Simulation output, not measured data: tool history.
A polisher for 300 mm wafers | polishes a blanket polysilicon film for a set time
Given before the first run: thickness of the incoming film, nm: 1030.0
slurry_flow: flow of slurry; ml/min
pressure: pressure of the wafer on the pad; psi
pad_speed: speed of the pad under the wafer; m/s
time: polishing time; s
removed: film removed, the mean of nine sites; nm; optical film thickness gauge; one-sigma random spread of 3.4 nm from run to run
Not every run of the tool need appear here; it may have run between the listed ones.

run  hour  slurry_flow  pressure  pad_speed  time  removed
  1   0.0          175       2.1       0.82    85   484.34
  2   7.6          150       2.1       0.82    85   473.64
  3   9.7          150       2.1       0.98    85   563.62
  4  17.8          150       2.4       0.98    85   647.52
  5  24.6          185       2.4       0.98    85   663.60
     25.5  -- slurry nozzle cleaned
  6  25.5          145       2.4       0.98    85   660.64
  7  34.3          145       2.1       0.96    85   583.10
  8  39.7          145       1.9       0.92    85   496.70
  9  44.1          145       1.9       0.92    85   500.06
 10  47.5          145       1.7       0.90    85   437.27
 11  52.6          145       1.6       0.90    85   409.63
 12  61.4          145       1.5       0.90    85   395.24
 13  69.1          140       1.0       0.88    85   257.82
 14  72.1          185       1.2       0.88    85   321.78
 15  79.9          180       1.1       0.88    85   290.18
 16  86.4          180       1.2       0.88    85   318.31
 17  90.8          175       1.1       0.88    85   294.01
 18  99.1          190       1.2       0.88    85   329.42

Predict the results of run 19:
 19  106.4          185       1.2       0.88    85        ?

{"run 19": {"removed": 322.53}}
